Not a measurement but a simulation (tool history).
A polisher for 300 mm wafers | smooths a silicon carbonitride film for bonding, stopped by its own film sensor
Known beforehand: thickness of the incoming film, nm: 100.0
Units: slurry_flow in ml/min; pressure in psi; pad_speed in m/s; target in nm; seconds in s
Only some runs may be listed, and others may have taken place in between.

{"run": 1, "day": 0.0, "slurry_flow": 280, "pressure": 1.9, "pad_speed": 1.14, "slurry_solids": 1.0, "target": 86, "seconds": 47.974}
{"run": 2, "day": 0.054, "slurry_flow": 280, "pressure": 1.8, "pad_speed": 1.14, "slurry_solids": 1.0, "target": 86, "seconds": 51.009}
{"run": 3, "day": 0.271, "slurry_flow": 280, "pressure": 1.8, "pad_speed": 1.14, "slurry_solids": 1.0, "target": 88, "seconds": 43.069}
{"run": 4, "day": 0.362, "slurry_flow": 280, "pressure": 1.8, "pad_speed": 1.14, "slurry_solids": 0.9, "target": 88, "seconds": 45.919}
{"day": 0.492, "done": "slurry nozzle cleaned"}
{"run": 5, "day": 0.492, "slurry_flow": 280, "pressure": 1.7, "pad_speed": 1.14, "slurry_solids": 0.9, "target": 88, "seconds": 46.005}
{"run": 6, "day": 0.704, "slurry_flow": 350, "pressure": 1.7, "pad_speed": 1.14, "slurry_solids": 0.9, "target": 88, "seconds": 46.427}

What does the tool deliver on the next run?
{"run": 7, "day": 0.904, "slurry_flow": 350, "pressure": 1.2, "pad_speed": 1.1, "slurry_solids": 0.9, "target": 88, "seconds": "?"}

Run 7 came out at seconds 64.114 s.

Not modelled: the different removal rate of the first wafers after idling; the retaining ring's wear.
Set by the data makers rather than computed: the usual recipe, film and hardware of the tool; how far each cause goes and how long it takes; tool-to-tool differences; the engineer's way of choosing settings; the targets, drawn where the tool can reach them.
